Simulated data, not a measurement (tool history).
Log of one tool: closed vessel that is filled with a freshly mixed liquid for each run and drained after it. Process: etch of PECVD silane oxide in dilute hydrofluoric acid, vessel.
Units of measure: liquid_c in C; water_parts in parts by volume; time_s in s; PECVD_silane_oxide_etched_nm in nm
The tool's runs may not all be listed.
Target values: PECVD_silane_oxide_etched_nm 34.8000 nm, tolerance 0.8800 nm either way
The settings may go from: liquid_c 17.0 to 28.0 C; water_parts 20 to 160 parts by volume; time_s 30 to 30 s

run 1 hour=0.0 | liquid_c=20.0 water_parts=90 time_s=30 | PECVD_silane_oxide_etched_nm=8.1953
run 2 hour=2.1 | liquid_c=22.5 water_parts=70 time_s=30 | PECVD_silane_oxide_etched_nm=12.0490
run 3 hour=6.3 | liquid_c=22.5 water_parts=45 time_s=30 | PECVD_silane_oxide_etched_nm=19.2560
run 4 hour=14.4 | liquid_c=24.0 water_parts=45 time_s=30 | PECVD_silane_oxide_etched_nm=20.6330
run 5 hour=23.4 | liquid_c=26.0 water_parts=45 time_s=30 | PECVD_silane_oxide_etched_nm=22.3580
run 6 hour=25.9 | liquid_c=26.5 water_parts=40 time_s=30 | PECVD_silane_oxide_etched_nm=25.7660
run 7 hour=31.9 | liquid_c=27.0 water_parts=35 time_s=30 | PECVD_silane_oxide_etched_nm=30.2500
run 8 hour=36.2 | liquid_c=27.5 water_parts=35 time_s=30 | PECVD_silane_oxide_etched_nm=31.2090
run 9 hour=38.0 | liquid_c=28.0 water_parts=30 time_s=30 | PECVD_silane_oxide_etched_nm=37.4650
-- hour=44.9 hydrofluoric acid flow meter replaced
run 10 hour=44.9 | liquid_c=27.5 water_parts=30 time_s=30 | PECVD_silane_oxide_etched_nm=38.7040
run 11 hour=47.3 | liquid_c=23.5 water_parts=30 time_s=30 | PECVD_silane_oxide_etched_nm=32.6910

4 candidate next runs follow, results not yet known. Just one meets every target within its allowed miss. Identify it.
run A hour=49.7 | liquid_c=22.0 water_parts=25 time_s=30 | PECVD_silane_oxide_etched_nm=?
run B hour=49.7 | liquid_c=20.5 water_parts=25 time_s=30 | PECVD_silane_oxide_etched_nm=?
run C hour=49.7 | liquid_c=23.0 water_parts=30 time_s=30 | PECVD_silane_oxide_etched_nm=?
run D hour=49.7 | liquid_c=25.0 water_parts=35 time_s=30 | PECVD_silane_oxide_etched_nm=?

move=A PECVD_silane_oxide_etched_nm=37.0340
move=B PECVD_silane_oxide_etched_nm=34.7270
move=C PECVD_silane_oxide_etched_nm=31.9910
move=D PECVD_silane_oxide_etched_nm=29.6090
A: carries the result that was furthest off beyond its target, to the other side
B: all results land within tolerance of their targets
C: misses by more than the last run did
D: misses by more than the last run did
Go with B: it meets all targets.

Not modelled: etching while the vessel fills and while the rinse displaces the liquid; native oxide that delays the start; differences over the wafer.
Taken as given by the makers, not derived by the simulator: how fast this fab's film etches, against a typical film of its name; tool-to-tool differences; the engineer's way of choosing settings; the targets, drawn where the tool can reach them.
